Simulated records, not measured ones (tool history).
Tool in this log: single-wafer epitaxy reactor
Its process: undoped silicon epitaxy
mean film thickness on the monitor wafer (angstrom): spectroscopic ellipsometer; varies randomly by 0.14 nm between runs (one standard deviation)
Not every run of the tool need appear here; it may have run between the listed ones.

run	day	wafer temperature setpoint (pyrometer-controlled) (deg C)	deposition time (s)	mean film thickness on the monitor wafer (angstrom)
1	0.000	650	250	427.29
2	0.342	650	223	379.66
3	0.579	646	222	347.09
4	0.771	646	234	368.12
5	1.079	642	232	337.97
6	1.375	642	219	319.71
7	1.596	639	218	302.09

Run 8, settings as shown, results not yet in. Your forecast:
8	1.854	637	218	?

{"run 8": {"mean film thickness on the monitor wafer (angstrom)": 287.54}}
